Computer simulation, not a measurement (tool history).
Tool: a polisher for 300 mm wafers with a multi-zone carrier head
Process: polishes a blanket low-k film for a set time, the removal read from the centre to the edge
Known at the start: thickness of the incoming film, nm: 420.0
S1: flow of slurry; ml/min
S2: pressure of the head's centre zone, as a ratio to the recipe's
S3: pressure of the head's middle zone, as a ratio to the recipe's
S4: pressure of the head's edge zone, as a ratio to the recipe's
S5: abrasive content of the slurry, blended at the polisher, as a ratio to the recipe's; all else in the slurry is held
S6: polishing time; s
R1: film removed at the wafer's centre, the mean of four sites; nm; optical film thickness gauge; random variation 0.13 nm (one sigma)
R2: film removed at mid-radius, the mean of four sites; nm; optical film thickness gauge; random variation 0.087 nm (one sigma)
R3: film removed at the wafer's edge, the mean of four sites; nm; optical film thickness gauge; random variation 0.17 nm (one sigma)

run 1 day=0 | S1=185 S2=1 S3=1 S4=1 S5=1 S6=83 | R1=18.266 R2=19.808 R3=20.113
run 2 day=0.025 | S1=175 S2=0.98 S3=0.96 S4=0.96 S5=0.85 S6=81 | R1=15.551 R2=16.83 R3=17.445
run 3 day=0.117 | S1=175 S2=0.98 S3=1.01 S4=0.96 S5=0.85 S6=81 | R1=15.77 R2=17.732 R3=17.347
run 4 day=0.358 | S1=175 S2=1.06 S3=1.01 S4=0.96 S5=0.85 S6=81 | R1=16.992 R2=17.917 R3=17.708
run 5 day=0.392 | S1=175 S2=1.06 S3=1.01 S4=0.96 S5=0.65 S6=81 | R1=14.317 R2=15.199 R3=14.785
run 6 day=0.762 | S1=170 S2=1.03 S3=0.98 S4=0.95 S5=0.6 S6=81 | R1=13.539 R2=14.022 R3=13.986
run 7 day=1.096 | S1=160 S2=1 S3=0.96 S4=0.95 S5=0.6 S6=81 | R1=12.759 R2=13.549 R3=13.654

Forecast run 8:
run 8 day=1.279 | S1=150 S2=0.99 S3=0.95 S4=0.96 S5=0.6 S6=81 | R1=? R2=? R3=?

Run 8 gave R1 12.288 nm, R2 13.014 nm, R3 13.746 nm.
